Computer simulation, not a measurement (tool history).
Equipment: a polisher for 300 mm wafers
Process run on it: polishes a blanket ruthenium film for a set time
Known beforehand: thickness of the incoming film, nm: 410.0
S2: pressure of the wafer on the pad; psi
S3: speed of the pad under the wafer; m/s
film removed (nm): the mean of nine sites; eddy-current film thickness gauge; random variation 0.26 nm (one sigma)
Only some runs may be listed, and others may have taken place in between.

{"run": 1, "hour": 0.0, "flow of slurry (ml/min)": 320, "S2": 1.7, "S3": 1.28, "polishing time (s)": 31, "film removed (nm)": 45.351}
{"run": 2, "hour": 7.0, "flow of slurry (ml/min)": 320, "S2": 1.4, "S3": 1.28, "polishing time (s)": 31, "film removed (nm)": 38.59}
{"run": 3, "hour": 14.8, "flow of slurry (ml/min)": 320, "S2": 1.3, "S3": 1.28, "polishing time (s)": 31, "film removed (nm)": 35.675}
{"run": 4, "hour": 19.7, "flow of slurry (ml/min)": 320, "S2": 1.3, "S3": 1.28, "polishing time (s)": 31, "film removed (nm)": 35.035}
{"run": 5, "hour": 23.2, "flow of slurry (ml/min)": 320, "S2": 1.3, "S3": 1.48, "polishing time (s)": 31, "film removed (nm)": 39.539}
{"run": 6, "hour": 29.4, "flow of slurry (ml/min)": 320, "S2": 1.3, "S3": 1.26, "polishing time (s)": 31, "film removed (nm)": 34.91}
{"run": 7, "hour": 35.9, "flow of slurry (ml/min)": 320, "S2": 1.2, "S3": 1.26, "polishing time (s)": 31, "film removed (nm)": 32.39}

Run 8 is up next; what results do you expect?
{"run": 8, "hour": 37.6, "flow of slurry (ml/min)": 320, "S2": 1.1, "S3": 1.26, "polishing time (s)": 31, "film removed (nm)": "?"}

Logged for run 8: film removed (nm) 29.908.
